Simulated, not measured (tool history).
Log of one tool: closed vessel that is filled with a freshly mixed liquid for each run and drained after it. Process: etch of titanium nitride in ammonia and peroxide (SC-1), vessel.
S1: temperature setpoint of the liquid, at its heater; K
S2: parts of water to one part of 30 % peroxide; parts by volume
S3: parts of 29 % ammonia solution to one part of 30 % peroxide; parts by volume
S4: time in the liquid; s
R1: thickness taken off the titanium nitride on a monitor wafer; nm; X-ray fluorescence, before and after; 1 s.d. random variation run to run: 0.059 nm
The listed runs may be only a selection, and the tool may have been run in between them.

run    day      S1   S2    S3   S4      R1
  1      0  333.15  9.5  0.95  185   22.54
  2  0.171  333.15  9.5  0.95  185  22.504
  3  0.321  333.15   13  0.95  185  19.158
  4   0.35  332.65   13  0.95  185  18.604
  5    0.7  332.65   13  0.65  185  17.494
  6  0.746  332.65   11  0.65  185  19.137
  7  0.933  332.15   11  0.65  185  18.511

Run 8 comes next. What will it give?
  8  1.175  331.65  11  0.65  185   ?

{"run 8": {"R1": 17.868}}
